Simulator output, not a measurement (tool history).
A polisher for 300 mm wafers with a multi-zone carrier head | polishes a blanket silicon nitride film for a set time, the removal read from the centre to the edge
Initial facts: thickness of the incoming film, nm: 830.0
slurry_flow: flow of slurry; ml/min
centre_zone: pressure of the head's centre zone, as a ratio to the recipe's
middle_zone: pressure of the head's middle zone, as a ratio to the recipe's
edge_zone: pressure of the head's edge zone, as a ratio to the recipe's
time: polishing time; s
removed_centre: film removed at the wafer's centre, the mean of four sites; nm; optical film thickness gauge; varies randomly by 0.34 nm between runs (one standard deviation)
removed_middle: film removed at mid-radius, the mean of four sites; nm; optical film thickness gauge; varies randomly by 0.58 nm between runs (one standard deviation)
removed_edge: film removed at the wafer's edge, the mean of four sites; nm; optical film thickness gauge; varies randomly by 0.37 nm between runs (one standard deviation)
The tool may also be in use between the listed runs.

run,day,slurry_flow,centre_zone,middle_zone,edge_zone,time,removed_centre,removed_middle,removed_edge
1,0,165,1,1,1,41,96.94,96.563,95.432
2,0.033,155,0.97,0.97,0.98,37,83.767,83.649,83.888
3,0.133,145,0.94,0.94,0.97,35,76.547,75.384,78.467
4,0.167,145,0.94,0.94,1.01,35,75.848,76.144,79.316
5,0.221,105,0.94,0.94,1.01,35,69.596,70.142,74.76
6,0.462,105,0.92,0.93,0.99,33,64.381,65.244,69.439

What does the tool deliver on the next run?
7,0.762,100,0.82,0.83,0.89,27,?,?,?

removed_centre: 47.204 nm
removed_middle: 48.69 nm
removed_edge: 54.633 nm

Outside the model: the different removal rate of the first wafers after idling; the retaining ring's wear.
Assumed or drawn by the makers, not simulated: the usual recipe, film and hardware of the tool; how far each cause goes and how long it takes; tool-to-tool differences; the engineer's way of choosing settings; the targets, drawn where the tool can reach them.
